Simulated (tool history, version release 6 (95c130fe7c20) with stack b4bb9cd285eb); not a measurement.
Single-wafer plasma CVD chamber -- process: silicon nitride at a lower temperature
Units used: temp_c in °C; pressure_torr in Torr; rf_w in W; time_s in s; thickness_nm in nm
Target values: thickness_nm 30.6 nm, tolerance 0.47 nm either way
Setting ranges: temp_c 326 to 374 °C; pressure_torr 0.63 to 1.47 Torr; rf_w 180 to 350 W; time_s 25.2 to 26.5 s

run 1 hour=0 | temp_c=350 pressure_torr=1.05 rf_w=265 time_s=26.5 | thickness_nm=26.443
run 2 hour=5.9 | temp_c=350 pressure_torr=1.09 rf_w=265 time_s=26.5 | thickness_nm=26.735
run 3 hour=8.1 | temp_c=350 pressure_torr=1.12 rf_w=265 time_s=26.5 | thickness_nm=26.872
run 4 hour=9.6 | temp_c=350 pressure_torr=1.23 rf_w=265 time_s=26.5 | thickness_nm=27.778
run 5 hour=15.6 | temp_c=350 pressure_torr=1.25 rf_w=265 time_s=26.5 | thickness_nm=27.75
run 6 hour=24.1 | temp_c=350 pressure_torr=1.25 rf_w=280 time_s=26.5 | thickness_nm=28.552
run 7 hour=27.1 | temp_c=350 pressure_torr=1.27 rf_w=280 time_s=26.5 | thickness_nm=28.819
run 8 hour=31.9 | temp_c=350 pressure_torr=1.29 rf_w=280 time_s=26.5 | thickness_nm=29.136
run 9 hour=35.2 | temp_c=350 pressure_torr=1.3 rf_w=280 time_s=26.5 | thickness_nm=29.066
run 10 hour=39.3 | temp_c=350 pressure_torr=1.31 rf_w=280 time_s=26.5 | thickness_nm=28.97
run 11 hour=42.3 | temp_c=350 pressure_torr=1.32 rf_w=280 time_s=26.5 | thickness_nm=29.054
run 12 hour=44.3 | temp_c=350 pressure_torr=1.32 rf_w=280 time_s=26.5 | thickness_nm=29.032
run 13 hour=48.3 | temp_c=350 pressure_torr=1.32 rf_w=280 time_s=26.5 | thickness_nm=29.124
run 14 hour=53.8 | temp_c=350 pressure_torr=1.32 rf_w=280 time_s=26.5 | thickness_nm=29.162
run 15 hour=58.1 | temp_c=350 pressure_torr=1.33 rf_w=280 time_s=26.5 | thickness_nm=29.142
run 16 hour=62.3 | temp_c=350 pressure_torr=1.34 rf_w=280 time_s=26.5 | thickness_nm=29.194

Exercise: of the 5 proposed moves below, exactly one satisfies all targets within the stated allowed misses. Which move is it?
run A hour=66.5 | temp_c=334 pressure_torr=1.47 rf_w=315 time_s=26.2 | thickness_nm=?
run B hour=66.5 | temp_c=358 pressure_torr=1.45 rf_w=310 time_s=26.5 | thickness_nm=?
run C hour=66.5 | temp_c=350 pressure_torr=1.15 rf_w=345 time_s=25.5 | thickness_nm=?
run D hour=66.5 | temp_c=351 pressure_torr=1.24 rf_w=310 time_s=25.2 | thickness_nm=?
run E hour=66.5 | temp_c=360 pressure_torr=1.45 rf_w=260 time_s=25.6 | thickness_nm=?

move=A thickness_nm=31.746
move=B thickness_nm=31.455
move=C thickness_nm=30.424
move=D thickness_nm=28.806
move=E thickness_nm=27.372
A: carries the result that was furthest off beyond its target, to the other side
B: carries the result that was furthest off beyond its target, to the other side
C: meets every target
D: further off than the last run
E: further off than the last run
Go with C: it meets all targets.

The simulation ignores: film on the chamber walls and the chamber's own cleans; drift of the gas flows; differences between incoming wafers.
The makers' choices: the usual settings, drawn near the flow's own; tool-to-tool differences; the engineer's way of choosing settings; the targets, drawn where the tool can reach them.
